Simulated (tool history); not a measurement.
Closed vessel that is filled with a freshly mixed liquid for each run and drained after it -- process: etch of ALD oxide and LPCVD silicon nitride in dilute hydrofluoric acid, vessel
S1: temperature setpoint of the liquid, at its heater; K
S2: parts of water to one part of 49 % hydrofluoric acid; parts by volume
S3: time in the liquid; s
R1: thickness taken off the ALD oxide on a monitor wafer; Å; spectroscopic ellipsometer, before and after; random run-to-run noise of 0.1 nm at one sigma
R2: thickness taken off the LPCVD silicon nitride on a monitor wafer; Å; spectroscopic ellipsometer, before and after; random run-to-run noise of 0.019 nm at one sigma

| run | hour | S1 | S2 | S3 | R1 | R2 |
|---|---|---|---|---|---|---|
| 1 | 0 | 298.15 | 65 | 100 | 210.82 | 8.3207 |
| 2 | 4.9 | 297.15 | 65 | 100 | 203.85 | 7.4046 |
| 3 | 13.2 | 297.15 | 65 | 145 | 296.16 | 10.872 |
| 4 | 15.7 | 299.65 | 65 | 145 | 327.65 | 13.639 |
| 5 | 23.3 | 302.65 | 65 | 145 | 367.05 | 15.491 |
| 6 | 29.3 | 302.65 | 65 | 185 | 471.11 | 19.333 |
| 7 | 33.4 | 300.15 | 75 | 185 | 367.68 | 14.603 |
| 8 | 34.8 | 296.15 | 100 | 185 | 226.34 | 8.4613 |
| 9 | 41.8 | 295.15 | 100 | 185 | 215.03 | 7.7823 |
| 10 | 49.6 | 294.65 | 100 | 185 | 212.05 | 7.831 |
| 11 | 53.3 | 293.65 | 100 | 185 | 204.2 | 7.0776 |

What does the tool deliver on the next run?
| 12 | 58.3 | 293.15 | 100 | 185 | ? | ? |

Run 12 gave R1 199.06 Å, R2 6.9936 Å.
